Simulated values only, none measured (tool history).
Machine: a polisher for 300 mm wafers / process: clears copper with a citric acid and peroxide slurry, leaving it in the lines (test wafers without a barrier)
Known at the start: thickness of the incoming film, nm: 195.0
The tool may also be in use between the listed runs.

run,hour,flow of slurry (ml/min),pressure of the wafer on the pad (psi),speed of the pad under the wafer (m/s),abrasive content of the slurry,overpolish time after the end point (s),time until the end point was called (s),dishing of a wide line in a test structure (Å)
1,0,185,2.9,1.06,1,15,94.318,181.06
2,6.9,185,2.7,1.06,1,12,99.829,144.02
3,11.4,200,2.7,1.06,1,12,97.413,143.63
4,17.5,200,2.7,1.06,1,15,100.54,176.23
5,18.3,195,2.6,1.06,1,13,104.73,151.21
# hour 19.1: slurry blender recalibrated
6,19.1,190,2.5,1.06,1,11,101.6,133.17
7,23.5,190,2.3,1.06,1,9,111.32,104.97

Run 8 has not been measured yet. What should we expect?
8,27.9,190,2.2,1.06,1,8,?,?

{"run 8": {"time until the end point was called (s)": 112.57, "dishing of a wide line in a test structure (Å)": 91.609}}

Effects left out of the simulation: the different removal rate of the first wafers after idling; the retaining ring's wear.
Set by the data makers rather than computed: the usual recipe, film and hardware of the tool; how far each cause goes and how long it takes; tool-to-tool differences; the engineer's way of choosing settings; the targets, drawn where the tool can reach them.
